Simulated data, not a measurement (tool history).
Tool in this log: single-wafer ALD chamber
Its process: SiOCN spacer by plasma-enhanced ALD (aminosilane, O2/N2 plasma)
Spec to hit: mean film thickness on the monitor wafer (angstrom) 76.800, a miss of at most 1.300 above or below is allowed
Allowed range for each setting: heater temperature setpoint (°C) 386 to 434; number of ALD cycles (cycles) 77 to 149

run  hour  heater temperature setpoint (°C)  number of ALD cycles (cycles)  mean film thickness on the monitor wafer (angstrom)
  1   0.0                               410                            113                                               61.804
  2   5.9                               407                            117                                               64.229
  3  10.8                               405                            121                                               66.307
  4  18.8                               411                            121                                               66.139
  5  24.9                               411                            124                                               67.278
  6  31.5                               419                            124                                               65.811
  7  33.4                               416                            127                                               67.919
  8  41.2                               413                            129                                               69.169
  9  42.2                               411                            131                                               71.444
 10  48.3                               408                            132                                               71.968
 11  53.3                               406                            133                                               72.902

Which one of the following 5 next-run settings gets every result inside its allowed miss? There is exactly one.
  A  58.3                               394                            124                                                    ?
  B  58.3                               424                            147                                                    ?
  C  58.3                               403                            129                                                    ?
  D  58.3                               401                            128                                                    ?
  E  58.3                               413                            138                                                    ?

move  mean film thickness on the monitor wafer (angstrom)
   A                                               69.767
   B                                               76.916
   C                                               71.855
   D                                               71.710
   E                                               74.649
A: lands further from the targets than the last run did
B: every result within its allowed miss
C: lands further from the targets than the last run did
D: lands further from the targets than the last run did
E: an improvement on the last run, though not all results are within tolerance
B meets every target.
